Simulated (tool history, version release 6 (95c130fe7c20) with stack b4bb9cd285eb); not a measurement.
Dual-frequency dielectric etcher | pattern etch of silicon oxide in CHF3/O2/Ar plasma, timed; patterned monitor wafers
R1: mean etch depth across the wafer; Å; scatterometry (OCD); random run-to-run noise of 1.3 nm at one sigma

Run 1, hour 0.0: source power (kW) 0.730, bias power (kW) 0.219, etch time (s) 274.0. Result: R1 6208.2 Å.
Run 2, hour 7.8: source power (kW) 0.650, bias power (kW) 0.205, etch time (s) 272.5. Result: R1 5679.3 Å.
Run 3, hour 10.3: source power (kW) 0.600, bias power (kW) 0.203, etch time (s) 272.5. Result: R1 5359.6 Å.
Run 4, hour 14.6: source power (kW) 0.600, bias power (kW) 0.241, etch time (s) 272.5. Result: R1 5549.1 Å.
Run 5, hour 17.7: source power (kW) 0.570, bias power (kW) 0.240, etch time (s) 272.5. Result: R1 5375.8 Å.
Run 6, hour 21.6: source power (kW) 0.570, bias power (kW) 0.274, etch time (s) 272.5. Result: R1 5539.8 Å.

Run 7 comes next. What will it give?
Run 7, hour 27.8: source power (kW) 0.540, bias power (kW) 0.273, etch time (s) 272.5. Result: R1 ?.

{"run 7": {"R1": 5308.1}}

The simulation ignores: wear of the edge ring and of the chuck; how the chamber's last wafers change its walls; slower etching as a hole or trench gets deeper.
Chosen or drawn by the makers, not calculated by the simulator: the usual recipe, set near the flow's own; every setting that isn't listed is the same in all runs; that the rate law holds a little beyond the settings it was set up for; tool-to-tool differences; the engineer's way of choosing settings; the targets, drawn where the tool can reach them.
